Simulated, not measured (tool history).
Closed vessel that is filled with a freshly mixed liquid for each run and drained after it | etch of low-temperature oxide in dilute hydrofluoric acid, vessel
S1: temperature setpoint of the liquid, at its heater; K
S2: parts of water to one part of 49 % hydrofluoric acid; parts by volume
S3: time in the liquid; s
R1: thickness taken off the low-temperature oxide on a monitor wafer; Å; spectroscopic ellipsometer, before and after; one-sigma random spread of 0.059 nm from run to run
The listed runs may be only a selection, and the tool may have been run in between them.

run    day      S1   S2   S3      R1
  1  0.000  294.15  140  100  203.06
  2  0.054  294.15  170  100  161.28
  3  0.121  294.65  170  100  165.18
  4  0.167  294.65  170  110  182.37
  5  0.462  294.65  170  100  164.75
  6  0.688  294.65  170  110  182.39
  7  0.762  294.65  170  110  181.86

Expected results for the next run?
  8  0.921  293.15  170  110   ?

R1: 172.19 Å
